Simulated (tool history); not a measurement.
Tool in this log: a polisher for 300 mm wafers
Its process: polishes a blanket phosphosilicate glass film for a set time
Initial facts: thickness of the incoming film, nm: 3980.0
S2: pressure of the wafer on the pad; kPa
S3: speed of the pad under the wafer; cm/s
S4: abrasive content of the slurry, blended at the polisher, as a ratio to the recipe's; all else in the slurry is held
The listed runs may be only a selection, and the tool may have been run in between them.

run 1 hour=0.0 | flow_of_slurry_(ml/min)=280 S2=24.8 S3=86 S4=1.0 polishing_time_(s)=28 | film_removed_(Å)=2400.0
run 2 hour=7.1 | flow_of_slurry_(ml/min)=280 S2=19.3 S3=86 S4=1.0 polishing_time_(s)=28 | film_removed_(Å)=1967.0
run 3 hour=12.2 | flow_of_slurry_(ml/min)=280 S2=19.3 S3=86 S4=0.9 polishing_time_(s)=28 | film_removed_(Å)=1838.2
run 4 hour=13.8 | flow_of_slurry_(ml/min)=285 S2=23.4 S3=86 S4=0.9 polishing_time_(s)=28 | film_removed_(Å)=2126.6
run 5 hour=16.8 | flow_of_slurry_(ml/min)=285 S2=26.2 S3=86 S4=0.9 polishing_time_(s)=28 | film_removed_(Å)=2309.8
run 6 hour=23.9 | flow_of_slurry_(ml/min)=285 S2=26.2 S3=86 S4=0.9 polishing_time_(s)=28 | film_removed_(Å)=2353.0
run 7 hour=24.5 | flow_of_slurry_(ml/min)=285 S2=28.3 S3=86 S4=0.9 polishing_time_(s)=28 | film_removed_(Å)=2479.1
run 8 hour=28.2 | flow_of_slurry_(ml/min)=285 S2=30.3 S3=86 S4=0.9 polishing_time_(s)=28 | film_removed_(Å)=2613.1
run 9 hour=33.1 | flow_of_slurry_(ml/min)=285 S2=32.4 S3=86 S4=0.9 polishing_time_(s)=28 | film_removed_(Å)=2727.8
run 10 hour=41.2 | flow_of_slurry_(ml/min)=290 S2=33.8 S3=86 S4=0.9 polishing_time_(s)=28 | film_removed_(Å)=2863.5
run 11 hour=42.0 | flow_of_slurry_(ml/min)=290 S2=35.2 S3=86 S4=0.9 polishing_time_(s)=28 | film_removed_(Å)=2956.9
run 12 hour=44.2 | flow_of_slurry_(ml/min)=290 S2=35.9 S3=86 S4=0.9 polishing_time_(s)=28 | film_removed_(Å)=2988.3
run 13 hour=50.5 | flow_of_slurry_(ml/min)=290 S2=35.9 S3=86 S4=0.9 polishing_time_(s)=28 | film_removed_(Å)=2938.5
run 14 hour=57.9 | flow_of_slurry_(ml/min)=290 S2=36.5 S3=86 S4=0.9 polishing_time_(s)=28 | film_removed_(Å)=3001.3
run 15 hour=59.2 | flow_of_slurry_(ml/min)=290 S2=37.2 S3=86 S4=0.9 polishing_time_(s)=28 | film_removed_(Å)=3074.8
run 16 hour=67.7 | flow_of_slurry_(ml/min)=290 S2=37.9 S3=86 S4=0.9 polishing_time_(s)=28 | film_removed_(Å)=3149.8
run 17 hour=69.9 | flow_of_slurry_(ml/min)=290 S2=38.6 S3=86 S4=0.9 polishing_time_(s)=28 | film_removed_(Å)=3138.6
run 18 hour=74.7 | flow_of_slurry_(ml/min)=290 S2=38.6 S3=86 S4=0.9 polishing_time_(s)=28 | film_removed_(Å)=3158.3
run 19 hour=81.3 | flow_of_slurry_(ml/min)=295 S2=38.6 S3=86 S4=0.9 polishing_time_(s)=28 | film_removed_(Å)=3105.8

What does the tool deliver on the next run?
run 20 hour=88.6 | flow_of_slurry_(ml/min)=285 S2=38.6 S3=86 S4=0.9 polishing_time_(s)=28 | film_removed_(Å)=?

Run 20 measured film removed (Å) 3170.4.

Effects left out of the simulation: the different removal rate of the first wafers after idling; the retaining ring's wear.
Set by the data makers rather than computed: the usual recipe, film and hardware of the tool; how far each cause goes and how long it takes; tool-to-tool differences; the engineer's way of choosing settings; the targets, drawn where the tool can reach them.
